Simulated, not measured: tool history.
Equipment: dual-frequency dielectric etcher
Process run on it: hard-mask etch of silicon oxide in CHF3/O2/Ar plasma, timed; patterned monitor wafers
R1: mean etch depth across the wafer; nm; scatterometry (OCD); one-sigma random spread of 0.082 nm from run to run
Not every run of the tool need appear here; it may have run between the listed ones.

run 1 hour=0 | source_power_(kW)=0.52 bias_power_(kW)=0.191 etch_time_(s)=12 | R1=22.085
run 2 hour=1.6 | source_power_(kW)=0.48 bias_power_(kW)=0.188 etch_time_(s)=12 | R1=21.119
run 3 hour=6.3 | source_power_(kW)=0.45 bias_power_(kW)=0.187 etch_time_(s)=12 | R1=20.425
run 4 hour=8.7 | source_power_(kW)=0.45 bias_power_(kW)=0.187 etch_time_(s)=12 | R1=20.461
run 5 hour=12.6 | source_power_(kW)=0.48 bias_power_(kW)=0.187 etch_time_(s)=12 | R1=21.19
-- hour=17.1 bias power generator calibrated
run 6 hour=17.1 | source_power_(kW)=0.48 bias_power_(kW)=0.207 etch_time_(s)=12 | R1=21.516
run 7 hour=25.9 | source_power_(kW)=0.45 bias_power_(kW)=0.205 etch_time_(s)=12 | R1=20.939

Run 8 is up next; what results do you expect?
run 8 hour=29.1 | source_power_(kW)=0.35 bias_power_(kW)=0.194 etch_time_(s)=12 | R1=?

R1: 18.256 nm
